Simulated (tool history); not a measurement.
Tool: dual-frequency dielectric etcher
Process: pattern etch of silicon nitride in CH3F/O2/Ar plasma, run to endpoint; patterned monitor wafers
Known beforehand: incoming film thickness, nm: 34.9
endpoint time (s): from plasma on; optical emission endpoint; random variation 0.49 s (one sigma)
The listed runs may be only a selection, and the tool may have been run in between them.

run    day  source power (kW)  bias power (kW)  endpoint time (s)
  1  0.000              0.540            0.084             43.330
  2  0.029              0.540            0.069             45.441
  3  0.138              0.540            0.060             48.133
  4  0.271              0.520            0.059             48.946
  5  0.371              0.520            0.070             46.727
  6  0.588              0.500            0.069             47.291
  7  0.775              0.480            0.067             49.066
  8  1.075              0.460            0.066             50.947
  9  1.133              0.450            0.066             50.456
     1.338  -- source power generator calibrated
 10  1.338              0.340            0.050             67.190
 11  1.383              0.350            0.050             65.782
 12  1.525              0.360            0.050             63.848
 13  1.867              0.370            0.050             63.847

What will run 14 give?
 14  1.917              0.380            0.050                  ?

endpoint time (s): 61.799

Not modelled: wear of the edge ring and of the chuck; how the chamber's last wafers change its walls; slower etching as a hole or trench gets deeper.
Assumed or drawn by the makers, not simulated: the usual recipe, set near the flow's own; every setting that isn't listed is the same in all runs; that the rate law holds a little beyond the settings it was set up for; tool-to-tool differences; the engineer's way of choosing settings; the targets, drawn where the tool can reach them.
